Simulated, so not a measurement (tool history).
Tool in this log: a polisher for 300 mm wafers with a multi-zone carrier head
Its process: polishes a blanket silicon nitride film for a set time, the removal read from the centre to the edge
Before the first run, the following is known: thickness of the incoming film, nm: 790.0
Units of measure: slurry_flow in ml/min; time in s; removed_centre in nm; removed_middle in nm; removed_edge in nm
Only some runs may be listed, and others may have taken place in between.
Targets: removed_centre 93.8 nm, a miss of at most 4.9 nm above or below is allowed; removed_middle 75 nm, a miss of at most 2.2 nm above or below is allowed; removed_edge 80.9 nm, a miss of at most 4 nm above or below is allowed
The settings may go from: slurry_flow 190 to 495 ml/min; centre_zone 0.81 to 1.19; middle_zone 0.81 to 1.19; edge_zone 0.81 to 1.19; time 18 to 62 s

Run 1, hour 0: slurry_flow 320 ml/min, centre_zone 1, middle_zone 1, edge_zone 1, time 40 s. Result: removed_centre 53.698 nm, removed_middle 55.612 nm, removed_edge 53.814 nm.
Run 2, hour 3.1: slurry_flow 325 ml/min, centre_zone 1.05, middle_zone 0.98, edge_zone 1.03, time 44 s. Result: removed_centre 64.499 nm, removed_middle 60.763 nm, removed_edge 59.808 nm.
Run 3, hour 6.8: slurry_flow 325 ml/min, centre_zone 1.07, middle_zone 0.96, edge_zone 1.06, time 47 s. Result: removed_centre 68.754 nm, removed_middle 64.512 nm, removed_edge 65.853 nm.
Run 4, hour 12.5: slurry_flow 325 ml/min, centre_zone 1.07, middle_zone 0.96, edge_zone 1.06, time 41 s. Result: removed_centre 58.524 nm, removed_middle 55.78 nm, removed_edge 55.559 nm.
Run 5, hour 20: slurry_flow 325 ml/min, centre_zone 1.07, middle_zone 0.96, edge_zone 1, time 41 s. Result: removed_centre 58.189 nm, removed_middle 56.548 nm, removed_edge 55.952 nm.
Run 6, hour 23.1: slurry_flow 330 ml/min, centre_zone 1.1, middle_zone 0.94, edge_zone 1.03, time 45 s. Result: removed_centre 66.069 nm, removed_middle 61.236 nm, removed_edge 61.914 nm.
Run 7, hour 25.8: slurry_flow 330 ml/min, centre_zone 1.12, middle_zone 0.93, edge_zone 1.07, time 48 s. Result: removed_centre 74.907 nm, removed_middle 63.078 nm, removed_edge 67.308 nm.
Run 8, hour 31.6: slurry_flow 330 ml/min, centre_zone 1.13, middle_zone 0.94, edge_zone 1.08, time 50 s. Result: removed_centre 78.358 nm, removed_middle 67.136 nm, removed_edge 70.265 nm.
Run 9, hour 36: slurry_flow 330 ml/min, centre_zone 1.14, middle_zone 0.94, edge_zone 1.09, time 52 s. Result: removed_centre 79.193 nm, removed_middle 71.062 nm, removed_edge 73.512 nm.
Run 10, hour 39.8: slurry_flow 345 ml/min, centre_zone 1.15, middle_zone 0.92, edge_zone 1.07, time 53 s. Result: removed_centre 83.637 nm, removed_middle 71.326 nm, removed_edge 74.73 nm.
Run 11, hour 48.4: slurry_flow 345 ml/min, centre_zone 1.16, middle_zone 0.91, edge_zone 1.07, time 54 s. Result: removed_centre 87.854 nm, removed_middle 71.37 nm, removed_edge 75.819 nm.
Run 12, hour 51.2: slurry_flow 345 ml/min, centre_zone 1.17, middle_zone 0.91, edge_zone 1.08, time 55 s. Result: removed_centre 88.517 nm, removed_middle 72.443 nm, removed_edge 75.663 nm.

Which one of the following 5 next-run settings gets every result inside its allowed miss? There is exactly one.
Run A, hour 54: slurry_flow 360 ml/min, centre_zone 1.18, middle_zone 0.89, edge_zone 1.1, time 57 s. Result: removed_centre ?, removed_middle ?, removed_edge ?.
Run B, hour 54: slurry_flow 305 ml/min, centre_zone 0.97, middle_zone 0.83, edge_zone 1.19, time 57 s. Result: removed_centre ?, removed_middle ?, removed_edge ?.
Run C, hour 54: slurry_flow 495 ml/min, centre_zone 1.19, middle_zone 0.94, edge_zone 0.96, time 55 s. Result: removed_centre ?, removed_middle ?, removed_edge ?.
Run D, hour 54: slurry_flow 285 ml/min, centre_zone 1.18, middle_zone 0.83, edge_zone 1.03, time 56 s. Result: removed_centre ?, removed_middle ?, removed_edge ?.
Run E, hour 54: slurry_flow 425 ml/min, centre_zone 1.19, middle_zone 0.92, edge_zone 0.84, time 56 s. Result: removed_centre ?, removed_middle ?, removed_edge ?.

move  removed_centre  removed_middle  removed_edge
   A          93.326          73.824         82.24
   B          75.554          70.351        84.885
   C          92.861          74.876        75.361
   D          89.884          68.682        77.182
   E           93.61          74.682        71.686
A: every result lands within tolerance
B: meets the target for the result that was furthest off, but another lies outside its allowed miss
C: misses by more than the last run did
D: meets the target for the result that was furthest off, but another lies outside its allowed miss
E: misses by more than the last run did
Correct choice: A, which meets every target
